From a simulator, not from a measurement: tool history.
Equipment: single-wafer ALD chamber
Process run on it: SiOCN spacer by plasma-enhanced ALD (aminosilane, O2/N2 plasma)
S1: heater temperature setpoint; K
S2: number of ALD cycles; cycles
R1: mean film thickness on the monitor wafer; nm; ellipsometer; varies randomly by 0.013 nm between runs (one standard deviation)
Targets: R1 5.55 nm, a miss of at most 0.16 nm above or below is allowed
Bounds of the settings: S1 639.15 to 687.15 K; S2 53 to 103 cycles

run 1 hour=0 | S1=663.15 S2=78 | R1=4.8489
run 2 hour=6.3 | S1=673.15 S2=78 | R1=4.8501
run 3 hour=11.3 | S1=673.15 S2=69 | R1=4.2767
run 4 hour=17.2 | S1=673.15 S2=78 | R1=4.8615
run 5 hour=22.5 | S1=673.15 S2=83 | R1=5.1554
run 6 hour=30.8 | S1=673.15 S2=84 | R1=5.2138
run 7 hour=32.5 | S1=673.15 S2=85 | R1=5.2804
run 8 hour=36.7 | S1=673.15 S2=85 | R1=5.2723
run 9 hour=41.1 | S1=673.15 S2=86 | R1=5.3492

Which one of the following 4 next-run settings gets every result inside its allowed miss? There is exactly one.
run A hour=45.5 | S1=648.15 S2=89 | R1=?
run B hour=45.5 | S1=666.15 S2=85 | R1=?
run C hour=45.5 | S1=675.15 S2=83 | R1=?
run D hour=45.5 | S1=670.15 S2=84 | R1=?

move=A R1=5.5434
move=B R1=5.2943
move=C R1=5.161
move=D R1=5.232
A: meets every target
B: misses by more than the last run did
C: misses by more than the last run did
D: misses by more than the last run did
Move A is the one to make.

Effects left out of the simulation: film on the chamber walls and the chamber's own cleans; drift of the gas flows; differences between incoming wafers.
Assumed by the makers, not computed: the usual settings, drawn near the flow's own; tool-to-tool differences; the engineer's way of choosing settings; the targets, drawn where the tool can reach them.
